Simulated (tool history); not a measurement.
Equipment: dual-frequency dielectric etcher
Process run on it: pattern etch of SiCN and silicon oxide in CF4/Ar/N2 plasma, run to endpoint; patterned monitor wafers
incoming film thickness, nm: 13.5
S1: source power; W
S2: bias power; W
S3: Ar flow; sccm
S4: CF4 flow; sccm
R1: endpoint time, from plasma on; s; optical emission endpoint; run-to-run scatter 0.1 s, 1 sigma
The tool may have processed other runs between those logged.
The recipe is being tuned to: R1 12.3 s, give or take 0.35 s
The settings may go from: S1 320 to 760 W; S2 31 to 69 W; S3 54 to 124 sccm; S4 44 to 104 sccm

run,hour,S1,S2,S3,S4,R1
1,0,540,50,89,74,15.352
2,8.9,540,56,89,74,14.286
3,13,540,56,89,81,14.407
4,17.7,560,56,89,81,14.062
5,21.8,560,48,89,81,15.056
6,29.4,560,48,75,81,14.655
7,31.6,590,48,75,81,14.027
8,33.3,680,49,74,81,12.733

Consider the 5 candidate settings below. Which is the only one whose results all fall within their allowed miss of target?
A,35,660,51,71,65,?
B,35,690,53,82,87,?
C,35,670,56,64,91,?
D,35,730,55,71,80,?
E,35,720,50,62,85,?

move,R1
A,12.883
B,12.179
C,11.505
D,11.353
E,11.538
A: the biggest miss grows against the last run
B: each result inside its tolerance
C: carries the result that was furthest off beyond its target, to the other side
D: carries the result that was furthest off beyond its target, to the other side
E: carries the result that was furthest off beyond its target, to the other side
Move B is the one to make.
